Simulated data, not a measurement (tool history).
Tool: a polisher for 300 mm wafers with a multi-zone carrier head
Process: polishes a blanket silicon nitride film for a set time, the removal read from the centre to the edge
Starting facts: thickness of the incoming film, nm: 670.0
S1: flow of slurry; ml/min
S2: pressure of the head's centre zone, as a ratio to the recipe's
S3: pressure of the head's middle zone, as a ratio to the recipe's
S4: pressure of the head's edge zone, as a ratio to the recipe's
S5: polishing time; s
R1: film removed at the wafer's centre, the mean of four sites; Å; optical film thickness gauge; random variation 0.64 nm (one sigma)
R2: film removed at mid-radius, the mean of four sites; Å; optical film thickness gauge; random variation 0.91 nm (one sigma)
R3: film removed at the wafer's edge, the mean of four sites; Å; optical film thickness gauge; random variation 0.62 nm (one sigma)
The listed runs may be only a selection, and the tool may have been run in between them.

run 1 hour=0 | S1=210 S2=1 S3=1 S4=1 S5=37 | R1=703.35 R2=681.63 R3=680.92
run 2 hour=5.8 | S1=215 S2=0.98 S3=1 S4=1.02 S5=38 | R1=696.45 R2=693.9 R3=705.18
run 3 hour=12.1 | S1=180 S2=0.98 S3=1 S4=1.02 S5=38 | R1=683.14 R2=678.82 R3=699.76
run 4 hour=18.1 | S1=180 S2=0.97 S3=1.01 S4=1.04 S5=39 | R1=682.42 R2=700.69 R3=717.24
run 5 hour=26.5 | S1=185 S2=0.96 S3=1.01 S4=1.06 S5=40 | R1=705.42 R2=709.02 R3=744.85
run 6 hour=32.7 | S1=185 S2=0.96 S3=1.08 S4=1.06 S5=40 | R1=717.53 R2=761.17 R3=746.27

Forecast run 7:
run 7 hour=41 | S1=190 S2=0.94 S3=1.08 S4=1.08 S5=41 | R1=? R2=? R3=?

Run 7 yielded R1 711.72 Å, R2 790.86 Å, R3 780.11 Å.
